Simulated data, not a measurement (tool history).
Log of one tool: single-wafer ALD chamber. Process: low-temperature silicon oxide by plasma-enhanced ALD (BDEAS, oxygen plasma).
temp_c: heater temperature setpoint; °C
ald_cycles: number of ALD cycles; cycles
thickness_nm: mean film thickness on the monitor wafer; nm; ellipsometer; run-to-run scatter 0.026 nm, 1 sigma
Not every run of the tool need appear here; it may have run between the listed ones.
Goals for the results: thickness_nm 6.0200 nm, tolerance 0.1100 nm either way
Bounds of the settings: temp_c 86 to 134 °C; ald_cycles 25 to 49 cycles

run    day  temp_c  ald_cycles  thickness_nm
  1  0.000     110          37        5.2102
  2  0.238     109          38        5.3302
  3  0.308     109          39        5.4909
  4  0.521     109          36        5.0687
  5  0.546     109          37        5.2132
  6  0.708     109          32        4.4728
  7  1.075     109          33        4.6378
  8  1.400     109          34        4.7988
  9  1.529     109          34        4.7482
 10  1.779     109          35        4.9512
 11  1.904     104          41        5.8413

Which single option among these 5 for the next run brings every result within its allowed miss of target? Just one does.
  A  2.029     111          41             ?
  B  2.029     103          40             ?
  C  2.029     124          42             ?
  D  2.029     101          40             ?
  E  2.029     101          42             ?

move  thickness_nm
   A        5.7618
   B        5.7158
   C        5.7412
   D        5.7421
   E        6.0292
A: its largest miss is bigger than the last run's
B: its largest miss is bigger than the last run's
C: its largest miss is bigger than the last run's
D: its largest miss is bigger than the last run's
E: meets every target
Answer: E

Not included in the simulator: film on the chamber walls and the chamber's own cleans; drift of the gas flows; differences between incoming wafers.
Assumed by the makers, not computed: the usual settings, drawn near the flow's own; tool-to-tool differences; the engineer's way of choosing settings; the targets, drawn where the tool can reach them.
